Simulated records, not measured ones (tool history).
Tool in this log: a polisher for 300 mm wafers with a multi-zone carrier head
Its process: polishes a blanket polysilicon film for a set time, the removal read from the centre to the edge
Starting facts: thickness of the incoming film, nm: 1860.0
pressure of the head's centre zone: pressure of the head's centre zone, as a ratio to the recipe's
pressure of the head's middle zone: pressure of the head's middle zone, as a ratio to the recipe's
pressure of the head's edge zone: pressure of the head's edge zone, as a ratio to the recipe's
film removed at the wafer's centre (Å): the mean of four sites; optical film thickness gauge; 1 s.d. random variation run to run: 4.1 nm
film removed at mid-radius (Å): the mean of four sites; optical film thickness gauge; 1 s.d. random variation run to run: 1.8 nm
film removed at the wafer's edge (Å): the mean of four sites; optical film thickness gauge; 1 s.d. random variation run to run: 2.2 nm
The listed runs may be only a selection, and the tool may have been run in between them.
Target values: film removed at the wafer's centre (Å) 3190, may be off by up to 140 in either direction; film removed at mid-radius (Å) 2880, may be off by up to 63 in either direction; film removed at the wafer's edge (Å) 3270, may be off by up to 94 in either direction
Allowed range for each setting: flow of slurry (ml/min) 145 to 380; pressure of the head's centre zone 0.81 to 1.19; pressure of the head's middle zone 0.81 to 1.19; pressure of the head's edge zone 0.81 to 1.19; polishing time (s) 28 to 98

run	hour	flow of slurry (ml/min)	pressure of the head's centre zone	pressure of the head's middle zone	pressure of the head's edge zone	polishing time (s)	film removed at the wafer's centre (Å)	film removed at mid-radius (Å)	film removed at the wafer's edge (Å)
1	0	245	1	1	1	63	2199.6	2358.4	2416.4
2	3.5	245	1	1.04	1	63	2236.5	2447.9	2435.1
3	11.4	250	1.02	1.03	1.02	65	2305.9	2545.2	2564.1
4	16.1	250	1.02	1.09	1.02	65	2302	2618.1	2529.9
5	17.1	205	1.02	1.09	1.02	65	2249.5	2524.5	2497.2
6	23.5	215	1.04	1.07	1.03	66	2374.9	2583.2	2566.5
7	28.2	225	1.06	1.05	1.05	67	2469.3	2584	2600.4
8	31.7	225	1.07	1.03	1.07	69	2538.2	2618	2677.6
# hour 39.4: centre zone pressure recalibrated
9	39.4	225	1.08	1.01	1.08	71	2847	2643.9	2853.4

Exactly one of the 5 candidate moves below puts every result within its allowed miss. Which one?
A	47.1	185	1.07	0.97	1.17	82	?	?	?
B	47.1	285	0.92	0.96	1.17	78	?	?	?
C	47.1	165	0.84	1	1.19	80	?	?	?
D	47.1	175	0.84	0.92	1.19	87	?	?	?
E	47.1	235	1.01	0.99	1.14	63	?	?	?

move	film removed at the wafer's centre (Å)	film removed at mid-radius (Å)	film removed at the wafer's edge (Å)
A	3151.8	2860.8	3289.7
B	2866.1	2870.2	3276.6
C	2505.6	2802.7	3179.9
D	2760.2	2876.1	3491.9
E	2418.1	2322.9	2569.5
A: all results land within tolerance of their targets
B: brings the last run's worst result on target, with another outside its allowed miss
C: brings the last run's worst result on target, with another outside its allowed miss
D: takes the result that was furthest off past its target
E: further off than the last run
The right move is A.
